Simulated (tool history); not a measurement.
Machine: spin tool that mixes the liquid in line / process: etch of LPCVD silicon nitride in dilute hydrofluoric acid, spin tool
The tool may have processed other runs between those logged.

run  hour  temperature setpoint of the liquid (C)  parts of water to one part of 49 % hydrofluoric acid (parts by volume)  time under the liquid (s)  thickness taken off the LPCVD silicon nitride on a monitor wafer (angstrom)
  1     0                                      25                                                                      40                         80                                                                       9.9813
  2   2.6                                      25                                                                      50                         80                                                                       7.8983
  3  11.1                                    23.5                                                                      50                         80                                                                       6.9379
  4  14.7                                      25                                                                      50                         80                                                                       7.7869
  5    18                                      24                                                                      50                         80                                                                       7.4775
  6  22.8                                      21                                                                      50                         80                                                                       5.9111
  7  29.2                                    20.5                                                                      50                         80                                                                       5.8835
  8  30.6                                      20                                                                      50                         80                                                                        5.484

The next listed run, before its measurement:
       32  -- hydrofluoric acid flow meter replaced
  9    32                                    19.5                                                                      50                         80                                                                            ?

{"run 9": {"thickness taken off the LPCVD silicon nitride on a monitor wafer (angstrom)": 6.0396}}
